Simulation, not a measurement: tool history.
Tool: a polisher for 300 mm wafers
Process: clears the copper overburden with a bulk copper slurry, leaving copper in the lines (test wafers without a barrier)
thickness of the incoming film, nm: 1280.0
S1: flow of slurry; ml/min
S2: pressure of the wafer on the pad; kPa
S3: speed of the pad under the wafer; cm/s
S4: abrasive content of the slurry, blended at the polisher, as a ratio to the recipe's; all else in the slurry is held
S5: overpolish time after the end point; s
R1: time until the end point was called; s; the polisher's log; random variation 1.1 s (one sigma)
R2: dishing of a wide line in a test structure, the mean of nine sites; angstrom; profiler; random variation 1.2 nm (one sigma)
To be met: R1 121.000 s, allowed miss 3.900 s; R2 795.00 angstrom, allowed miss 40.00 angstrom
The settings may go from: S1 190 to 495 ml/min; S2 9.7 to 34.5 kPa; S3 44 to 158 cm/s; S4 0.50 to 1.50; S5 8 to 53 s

run 1 hour=0.0 | S1=320 S2=22.1 S3=100 S4=1.00 S5=27 | R1=118.870 R2=974.45
run 2 hour=2.6 | S1=320 S2=22.1 S3=116 S4=1.00 S5=27 | R1=104.170 R2=970.55
run 3 hour=8.3 | S1=320 S2=22.1 S3=116 S4=0.90 S5=27 | R1=106.020 R2=972.94
run 4 hour=9.4 | S1=320 S2=26.9 S3=116 S4=0.90 S5=27 | R1=89.389 R2=1077.40
run 5 hour=12.0 | S1=365 S2=26.9 S3=116 S4=0.90 S5=27 | R1=87.877 R2=1096.10
run 6 hour=12.6 | S1=360 S2=24.8 S3=116 S4=0.90 S5=25 | R1=94.747 R2=1020.40
run 7 hour=16.6 | S1=360 S2=18.6 S3=116 S4=0.90 S5=14 | R1=127.150 R2=659.03
run 8 hour=24.3 | S1=360 S2=18.6 S3=116 S4=0.90 S5=15 | R1=125.090 R2=698.73
run 9 hour=30.7 | S1=360 S2=18.6 S3=116 S4=0.90 S5=16 | R1=126.790 R2=703.04
run 10 hour=35.2 | S1=360 S2=18.6 S3=116 S4=0.90 S5=17 | R1=124.040 R2=732.14

5 next moves are on the table. One of them brings every result within its allowed miss. Which?
run A hour=39.7 | S1=370 S2=19.3 S3=108 S4=0.85 S5=21 | R1=? R2=?
run B hour=39.7 | S1=325 S2=18.6 S3=110 S4=0.95 S5=23 | R1=? R2=?
run C hour=39.7 | S1=375 S2=17.9 S3=114 S4=1.00 S5=19 | R1=? R2=?
run D hour=39.7 | S1=375 S2=18.6 S3=112 S4=0.90 S5=15 | R1=? R2=?
run E hour=39.7 | S1=320 S2=20.7 S3=108 S4=0.90 S5=18 | R1=? R2=?

move=A R1=129.280 R2=802.55
move=B R1=129.370 R2=828.54
move=C R1=126.680 R2=763.75
move=D R1=127.530 R2=677.49
move=E R1=120.630 R2=780.16
A: brings the result that was furthest off to its target, and leaves another outside
B: brings the result that was furthest off to its target, and leaves another outside
C: brings the result that was furthest off to its target, and leaves another outside
D: further off than the last run
E: meets every target
Answer: E
